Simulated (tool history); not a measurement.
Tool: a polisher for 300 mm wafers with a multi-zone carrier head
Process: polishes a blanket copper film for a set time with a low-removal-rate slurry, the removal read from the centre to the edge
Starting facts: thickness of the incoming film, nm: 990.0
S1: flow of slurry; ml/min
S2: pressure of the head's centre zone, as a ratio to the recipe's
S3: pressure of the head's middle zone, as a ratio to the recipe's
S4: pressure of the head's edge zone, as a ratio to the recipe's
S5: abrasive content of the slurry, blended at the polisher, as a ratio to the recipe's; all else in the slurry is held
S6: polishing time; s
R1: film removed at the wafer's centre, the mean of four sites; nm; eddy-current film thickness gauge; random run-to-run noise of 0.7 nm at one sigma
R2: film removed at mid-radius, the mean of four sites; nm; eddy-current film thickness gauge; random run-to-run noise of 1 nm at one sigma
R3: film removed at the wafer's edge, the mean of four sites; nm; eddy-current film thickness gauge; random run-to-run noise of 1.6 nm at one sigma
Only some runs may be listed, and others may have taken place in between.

run  hour   S1    S2    S3    S4    S5  S6      R1      R2      R3
  1   0.0  305  1.00  1.00  1.00  1.00  45  130.15  128.55  127.87
  2   0.6  305  0.99  0.98  0.96  0.90  45  124.82  121.60  123.16
  3   2.0  260  0.99  0.98  0.96  0.90  45  123.12  121.19  122.83
  4   6.0  270  0.99  0.98  0.93  0.85  45  123.76  121.29  118.93
      9.8  -- centre zone pressure recalibrated
  5   9.8  270  0.99  0.98  0.98  0.85  45  131.56  121.84  121.97
  6  14.2  265  0.96  0.97  0.97  0.80  44  120.86  115.25  119.25

Run 7 comes next. What will it give?
  7  17.5  265  0.96  0.97  0.95  0.75  44   ?   ?   ?

{"run 7": {"R1": 121.29, "R2": 114.71, "R3": 117.45}}
